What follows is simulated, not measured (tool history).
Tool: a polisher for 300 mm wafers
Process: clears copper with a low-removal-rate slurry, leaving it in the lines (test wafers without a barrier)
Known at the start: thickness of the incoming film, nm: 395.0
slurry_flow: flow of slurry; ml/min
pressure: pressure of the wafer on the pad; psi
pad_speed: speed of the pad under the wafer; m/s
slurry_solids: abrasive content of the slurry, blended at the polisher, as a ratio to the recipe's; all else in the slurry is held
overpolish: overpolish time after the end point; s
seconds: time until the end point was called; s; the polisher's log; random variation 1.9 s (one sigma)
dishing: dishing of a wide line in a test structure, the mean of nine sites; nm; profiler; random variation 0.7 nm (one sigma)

run	hour	slurry_flow	pressure	pad_speed	slurry_solids	overpolish	seconds	dishing
1	0.0	170	2.4	1.20	1.0	26	156.59	40.554
2	4.4	170	2.6	1.20	1.0	26	143.28	44.158
3	5.3	170	2.6	1.20	1.0	27	138.46	44.496
4	13.9	140	2.6	1.20	1.0	27	141.03	43.134
# hour 15.5: slurry nozzle cleaned
5	15.5	145	2.6	1.20	1.0	28	138.41	48.095
6	21.3	145	2.6	1.20	1.0	29	136.74	48.247
7	24.6	145	2.6	1.20	1.0	30	138.77	49.942

Forecast run 8:
8	29.7	145	2.6	1.20	1.0	31	?	?

Run 8 gave seconds 136.12 s, dishing 50.968 nm.
